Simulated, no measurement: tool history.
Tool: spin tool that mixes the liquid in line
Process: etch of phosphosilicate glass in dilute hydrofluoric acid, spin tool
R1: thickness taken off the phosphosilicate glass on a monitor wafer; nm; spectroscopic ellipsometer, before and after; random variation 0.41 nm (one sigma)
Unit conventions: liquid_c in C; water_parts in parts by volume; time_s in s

{"run": 1, "day": 0.0, "liquid_c": 24, "water_parts": 160, "time_s": 55, "R1": 21.855}
{"run": 2, "day": 0.188, "liquid_c": 24, "water_parts": 210, "time_s": 55, "R1": 15.553}
{"run": 3, "day": 0.292, "liquid_c": 25, "water_parts": 185, "time_s": 55, "R1": 18.799}
{"run": 4, "day": 0.617, "liquid_c": 23, "water_parts": 185, "time_s": 55, "R1": 17.548}
{"run": 5, "day": 0.912, "liquid_c": 23, "water_parts": 185, "time_s": 45, "R1": 14.397}
{"run": 6, "day": 0.996, "liquid_c": 26, "water_parts": 185, "time_s": 45, "R1": 16.048}
{"day": 1.321, "done": "hydrofluoric acid flow meter replaced"}
{"run": 7, "day": 1.321, "liquid_c": 30, "water_parts": 120, "time_s": 45, "R1": 34.781}
{"run": 8, "day": 1.342, "liquid_c": 32, "water_parts": 75, "time_s": 45, "R1": 65.358}
{"run": 9, "day": 1.612, "liquid_c": 28.5, "water_parts": 75, "time_s": 45, "R1": 55.925}

Predict the results of run 10:
{"run": 10, "day": 1.654, "liquid_c": 28, "water_parts": 75, "time_s": 45, "R1": "?"}

{"run 10": {"R1": 55.957}}

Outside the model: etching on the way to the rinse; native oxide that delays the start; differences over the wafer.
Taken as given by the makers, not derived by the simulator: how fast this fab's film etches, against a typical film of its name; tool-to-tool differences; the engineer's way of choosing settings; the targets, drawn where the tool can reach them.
